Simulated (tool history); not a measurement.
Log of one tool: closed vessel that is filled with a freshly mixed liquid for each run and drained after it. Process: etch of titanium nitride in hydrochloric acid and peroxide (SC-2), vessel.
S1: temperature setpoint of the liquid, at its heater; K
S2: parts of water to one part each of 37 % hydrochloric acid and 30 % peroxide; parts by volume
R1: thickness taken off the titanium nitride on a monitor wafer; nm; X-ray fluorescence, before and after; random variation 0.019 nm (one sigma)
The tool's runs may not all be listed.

{"run": 1, "hour": 0.0, "S1": 323.15, "S2": 10, "time in the liquid (s)": 160, "R1": 4.7463}
{"run": 2, "hour": 5.6, "S1": 321.65, "S2": 10, "time in the liquid (s)": 160, "R1": 4.2682}
{"run": 3, "hour": 10.1, "S1": 321.65, "S2": 10, "time in the liquid (s)": 125, "R1": 3.3381}
{"run": 4, "hour": 11.1, "S1": 321.65, "S2": 10, "time in the liquid (s)": 160, "R1": 4.2578}
{"run": 5, "hour": 15.2, "S1": 320.65, "S2": 10, "time in the liquid (s)": 160, "R1": 4.0227}
{"run": 6, "hour": 24.2, "S1": 313.65, "S2": 10, "time in the liquid (s)": 160, "R1": 2.4516}

Run 7 comes next. What will it give?
{"run": 7, "hour": 30.0, "S1": 314.15, "S2": 10, "time in the liquid (s)": 160, "R1": "?"}

R1: 2.5455 nm

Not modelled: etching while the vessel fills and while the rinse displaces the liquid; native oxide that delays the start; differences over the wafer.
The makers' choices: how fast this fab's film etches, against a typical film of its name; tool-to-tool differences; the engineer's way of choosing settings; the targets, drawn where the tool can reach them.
